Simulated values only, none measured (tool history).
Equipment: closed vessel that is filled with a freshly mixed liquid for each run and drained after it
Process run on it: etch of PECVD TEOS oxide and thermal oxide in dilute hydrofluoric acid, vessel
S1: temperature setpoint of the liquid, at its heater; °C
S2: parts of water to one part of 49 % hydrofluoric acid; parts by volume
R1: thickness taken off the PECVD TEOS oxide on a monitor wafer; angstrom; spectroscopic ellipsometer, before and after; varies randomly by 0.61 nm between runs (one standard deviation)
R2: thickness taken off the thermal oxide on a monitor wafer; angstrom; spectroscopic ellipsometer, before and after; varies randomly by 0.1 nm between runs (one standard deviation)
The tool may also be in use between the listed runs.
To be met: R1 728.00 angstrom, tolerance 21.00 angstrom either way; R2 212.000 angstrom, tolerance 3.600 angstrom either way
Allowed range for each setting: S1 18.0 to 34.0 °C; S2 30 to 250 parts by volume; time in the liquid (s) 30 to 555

{"run": 1, "hour": 0.0, "S1": 26.0, "S2": 140, "time in the liquid (s)": 285, "R1": 326.98, "R2": 95.648}
{"run": 2, "hour": 2.5, "S1": 26.0, "S2": 140, "time in the liquid (s)": 380, "R1": 435.85, "R2": 127.39}
{"run": 3, "hour": 4.0, "S1": 24.5, "S2": 140, "time in the liquid (s)": 380, "R1": 408.14, "R2": 120.43}
{"run": 4, "hour": 9.3, "S1": 24.5, "S2": 140, "time in the liquid (s)": 460, "R1": 498.97, "R2": 145.08}
{"run": 5, "hour": 14.2, "S1": 24.5, "S2": 105, "time in the liquid (s)": 460, "R1": 697.86, "R2": 202.5}
{"run": 6, "hour": 19.0, "S1": 24.5, "S2": 105, "time in the liquid (s)": 515, "R1": 772.52, "R2": 224.89}
{"run": 7, "hour": 22.4, "S1": 24.5, "S2": 105, "time in the liquid (s)": 515, "R1": 775.63, "R2": 225.18}
{"run": 8, "hour": 25.1, "S1": 24.0, "S2": 105, "time in the liquid (s)": 515, "R1": 760.24, "R2": 220.9}
{"run": 9, "hour": 32.7, "S1": 23.5, "S2": 105, "time in the liquid (s)": 515, "R1": 743.95, "R2": 217.99}

Of the 4 settings listed for the next run, only one would bring every result within its allowed miss of target. Which one?
{"run": "A", "hour": 40.3, "S1": 22.5, "S2": 110, "time in the liquid (s)": 555, "R1": "?", "R2": "?"}
{"run": "B", "hour": 40.3, "S1": 22.5, "S2": 95, "time in the liquid (s)": 495, "R1": "?", "R2": "?"}
{"run": "C", "hour": 40.3, "S1": 24.0, "S2": 110, "time in the liquid (s)": 555, "R1": "?", "R2": "?"}
{"run": "D", "hour": 40.3, "S1": 24.5, "S2": 115, "time in the liquid (s)": 550, "R1": "?", "R2": "?"}

move=A R1=727.78 R2=214.110
move=B R1=765.01 R2=225.060
move=C R1=772.32 R2=227.210
move=D R1=742.05 R2=218.310
A: all results land within tolerance of their targets
B: misses by more than the last run did
C: misses by more than the last run did
D: misses by more than the last run did
The move that meets every target is A.

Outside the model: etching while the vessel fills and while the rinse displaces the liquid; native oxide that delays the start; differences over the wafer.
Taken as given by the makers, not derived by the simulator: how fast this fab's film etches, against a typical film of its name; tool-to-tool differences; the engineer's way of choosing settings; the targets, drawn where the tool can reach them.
